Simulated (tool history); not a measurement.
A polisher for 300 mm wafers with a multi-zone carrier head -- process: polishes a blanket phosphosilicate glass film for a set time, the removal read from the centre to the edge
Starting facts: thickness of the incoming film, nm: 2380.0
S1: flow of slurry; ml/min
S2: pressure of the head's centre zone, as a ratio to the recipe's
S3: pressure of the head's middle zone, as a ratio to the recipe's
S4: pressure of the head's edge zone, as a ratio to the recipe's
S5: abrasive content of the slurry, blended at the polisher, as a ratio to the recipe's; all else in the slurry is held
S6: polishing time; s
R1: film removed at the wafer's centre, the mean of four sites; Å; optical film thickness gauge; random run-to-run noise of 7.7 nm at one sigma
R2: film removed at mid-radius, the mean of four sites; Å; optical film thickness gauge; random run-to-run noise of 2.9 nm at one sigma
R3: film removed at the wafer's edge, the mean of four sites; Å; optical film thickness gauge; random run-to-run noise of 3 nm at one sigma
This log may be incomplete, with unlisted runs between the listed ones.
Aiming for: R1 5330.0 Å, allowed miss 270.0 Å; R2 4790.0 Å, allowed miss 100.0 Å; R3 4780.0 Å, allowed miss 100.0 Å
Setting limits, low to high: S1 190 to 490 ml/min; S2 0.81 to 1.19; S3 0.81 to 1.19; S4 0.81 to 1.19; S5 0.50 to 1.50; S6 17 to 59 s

run,day,S1,S2,S3,S4,S5,S6,R1,R2,R3
1,0.000,315,1.00,1.00,1.00,1.00,38,4271.6,4486.1,4327.5
2,0.188,315,0.97,1.00,1.00,1.00,38,4084.5,4389.6,4328.4
3,0.354,385,0.97,1.00,1.00,1.00,38,4245.8,4508.5,4354.9
4,0.646,385,0.97,1.08,1.00,1.00,38,4216.1,4830.2,4395.0
5,0.942,390,1.00,1.06,1.02,1.00,38,4405.2,4722.2,4400.1
6,1.262,390,1.00,1.06,1.02,1.10,38,4664.4,4995.3,4581.1
7,1.508,390,1.00,1.06,1.02,1.10,38,4627.3,4996.5,4664.3
8,1.692,395,1.02,1.05,1.03,1.10,38,4662.5,4885.3,4679.7
9,1.858,400,1.05,1.05,1.03,1.10,38,4926.2,4931.5,4641.4

5 next moves are on the table. One of them brings every result within its allowed miss. Which?
A,2.025,385,1.08,1.03,1.02,1.15,39,?,?,?
B,2.025,425,1.08,0.94,0.95,1.20,39,?,?,?
C,2.025,390,1.00,1.03,1.08,1.15,39,?,?,?
D,2.025,360,1.02,1.07,1.07,1.25,36,?,?,?
E,2.025,470,1.06,0.96,1.00,1.00,39,?,?,?

move,R1,R2,R3
A,5108.6,5087.6,4869.6
B,5248.7,4840.0,4832.7
C,4732.8,5094.6,5013.3
D,4594.4,5008.9,4754.8
E,4754.2,4543.3,4559.3
A: meets the target for the result that was furthest off, but another lies outside its allowed miss
B: all results in spec
C: the biggest miss grows against the last run
D: the biggest miss grows against the last run
E: the biggest miss grows against the last run
B meets every target.

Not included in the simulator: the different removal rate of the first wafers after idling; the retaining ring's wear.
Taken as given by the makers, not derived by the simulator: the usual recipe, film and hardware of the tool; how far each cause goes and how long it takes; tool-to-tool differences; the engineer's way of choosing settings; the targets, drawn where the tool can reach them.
